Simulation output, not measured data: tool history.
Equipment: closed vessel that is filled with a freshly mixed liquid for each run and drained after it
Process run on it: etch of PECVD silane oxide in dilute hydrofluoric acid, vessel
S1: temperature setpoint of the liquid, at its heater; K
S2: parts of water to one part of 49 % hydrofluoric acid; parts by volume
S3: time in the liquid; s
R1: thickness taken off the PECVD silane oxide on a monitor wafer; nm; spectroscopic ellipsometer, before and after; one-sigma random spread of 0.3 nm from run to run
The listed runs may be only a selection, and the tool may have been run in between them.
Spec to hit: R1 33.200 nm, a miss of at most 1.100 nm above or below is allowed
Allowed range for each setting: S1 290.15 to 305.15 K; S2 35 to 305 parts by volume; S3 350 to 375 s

| run | day | S1 | S2 | S3 | R1 |
|---|---|---|---|---|---|
| 1 | 0.000 | 297.15 | 170 | 350 | 50.800 |
| 2 | 0.200 | 295.65 | 175 | 350 | 46.052 |
| 3 | 0.312 | 294.65 | 180 | 350 | 43.272 |
| 4 | 0.517 | 293.65 | 185 | 350 | 40.949 |
| 5 | 0.833 | 292.15 | 185 | 350 | 38.190 |
| 6 | 1.000 | 291.65 | 190 | 350 | 35.748 |
| 7 | 1.217 | 291.15 | 190 | 350 | 35.380 |
| 8 | 1.371 | 291.15 | 190 | 350 | 35.427 |

Consider the 4 candidate settings below. Which is the only one whose results all fall within their allowed miss of target?
| A | 1.525 | 291.65 | 185 | 375 | ? |
| B | 1.525 | 291.65 | 200 | 370 | ? |
| C | 1.525 | 293.15 | 195 | 370 | ? |
| D | 1.525 | 290.15 | 205 | 370 | ? |

| move | R1 |
|---|---|
| A | 39.952 |
| B | 35.944 |
| C | 39.275 |
| D | 32.896 |
A: its largest miss is bigger than the last run's
B: its largest miss is bigger than the last run's
C: its largest miss is bigger than the last run's
D: meets every target
D is the move that brings every result within its allowed miss.

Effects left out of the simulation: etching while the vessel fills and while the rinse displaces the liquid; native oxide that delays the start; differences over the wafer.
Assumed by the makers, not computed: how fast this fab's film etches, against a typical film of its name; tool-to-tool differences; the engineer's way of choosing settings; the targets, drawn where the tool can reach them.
